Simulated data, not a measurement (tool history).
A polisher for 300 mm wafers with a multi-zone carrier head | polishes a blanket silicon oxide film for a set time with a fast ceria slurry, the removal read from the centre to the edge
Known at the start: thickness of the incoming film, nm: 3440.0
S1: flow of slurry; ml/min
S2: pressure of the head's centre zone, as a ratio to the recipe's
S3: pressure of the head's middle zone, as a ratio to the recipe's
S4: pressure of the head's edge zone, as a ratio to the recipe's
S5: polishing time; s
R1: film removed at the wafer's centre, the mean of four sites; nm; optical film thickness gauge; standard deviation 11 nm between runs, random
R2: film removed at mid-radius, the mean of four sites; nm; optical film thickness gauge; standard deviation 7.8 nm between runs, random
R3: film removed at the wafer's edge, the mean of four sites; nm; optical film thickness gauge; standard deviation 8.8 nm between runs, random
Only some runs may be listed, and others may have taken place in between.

| run | hour | S1 | S2 | S3 | S4 | S5 | R1 | R2 | R3 |
|---|---|---|---|---|---|---|---|---|---|
| 1 | 0.0 | 125 | 1.00 | 1.00 | 1.00 | 65 | 1190.7 | 1244.7 | 1212.5 |
| 2 | 5.2 | 125 | 0.97 | 1.00 | 1.00 | 65 | 1138.6 | 1233.8 | 1226.3 |
| 3 | 11.4 | 125 | 0.97 | 1.00 | 0.94 | 65 | 1146.7 | 1248.3 | 1171.6 |
| 4 | 16.2 | 105 | 0.97 | 1.00 | 0.94 | 65 | 1087.4 | 1162.3 | 1136.5 |
| 5 | 18.9 | 105 | 0.97 | 1.00 | 1.01 | 65 | 1083.6 | 1183.3 | 1181.5 |
| 6 | 23.7 | 105 | 0.97 | 1.00 | 1.01 | 76 | 1253.8 | 1366.5 | 1402.9 |
| 7 | 32.1 | 105 | 0.97 | 1.00 | 1.00 | 73 | 1222.2 | 1307.6 | 1325.2 |
| 8 | 39.8 | 105 | 0.97 | 1.00 | 0.99 | 70 | 1173.8 | 1249.9 | 1284.2 |
| 9 | 48.1 | 110 | 0.97 | 1.00 | 0.98 | 67 | 1134.9 | 1217.7 | 1196.4 |
| 10 | 53.4 | 110 | 0.96 | 1.00 | 0.97 | 65 | 1113.6 | 1190.2 | 1211.5 |

Run 11 comes next. What will it give?
| 11 | 55.5 | 110 | 0.96 | 1.01 | 0.96 | 63 | ? | ? | ? |

Logged for run 11: R1 1060.7 nm, R2 1172.9 nm, R3 1124.0 nm.

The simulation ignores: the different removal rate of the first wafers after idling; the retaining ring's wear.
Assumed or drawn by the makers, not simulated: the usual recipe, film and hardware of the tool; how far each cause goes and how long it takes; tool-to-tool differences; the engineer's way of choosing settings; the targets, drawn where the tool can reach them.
